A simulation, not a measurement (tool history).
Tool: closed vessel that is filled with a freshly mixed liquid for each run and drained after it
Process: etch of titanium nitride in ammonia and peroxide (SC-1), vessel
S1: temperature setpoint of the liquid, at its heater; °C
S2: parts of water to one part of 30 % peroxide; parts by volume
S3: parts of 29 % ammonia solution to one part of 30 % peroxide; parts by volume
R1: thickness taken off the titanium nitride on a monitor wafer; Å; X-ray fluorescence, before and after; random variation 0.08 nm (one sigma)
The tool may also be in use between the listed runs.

{"run": 1, "hour": 0.0, "S1": 59.0, "S2": 9.5, "S3": 0.85, "time in the liquid (s)": 100, "R1": 204.45}
{"run": 2, "hour": 6.3, "S1": 57.0, "S2": 9.5, "S3": 0.85, "time in the liquid (s)": 100, "R1": 181.62}
{"run": 3, "hour": 13.2, "S1": 55.5, "S2": 9.5, "S3": 0.85, "time in the liquid (s)": 100, "R1": 163.33}
{"run": 4, "hour": 18.9, "S1": 55.5, "S2": 9.5, "S3": 1.1, "time in the liquid (s)": 100, "R1": 169.85}
{"run": 5, "hour": 26.7, "S1": 55.5, "S2": 9.5, "S3": 1.1, "time in the liquid (s)": 100, "R1": 169.13}
{"run": 6, "hour": 30.2, "S1": 54.0, "S2": 9.5, "S3": 1.1, "time in the liquid (s)": 100, "R1": 153.93}
{"run": 7, "hour": 38.2, "S1": 53.0, "S2": 9.5, "S3": 1.1, "time in the liquid (s)": 100, "R1": 142.92}
{"run": 8, "hour": 43.2, "S1": 52.0, "S2": 9.5, "S3": 1.1, "time in the liquid (s)": 100, "R1": 130.78}

The next listed run, before its measurement:
{"run": 9, "hour": 52.2, "S1": 51.0, "S2": 9.5, "S3": 1.1, "time in the liquid (s)": 100, "R1": "?"}

{"run 9": {"R1": 124.49}}

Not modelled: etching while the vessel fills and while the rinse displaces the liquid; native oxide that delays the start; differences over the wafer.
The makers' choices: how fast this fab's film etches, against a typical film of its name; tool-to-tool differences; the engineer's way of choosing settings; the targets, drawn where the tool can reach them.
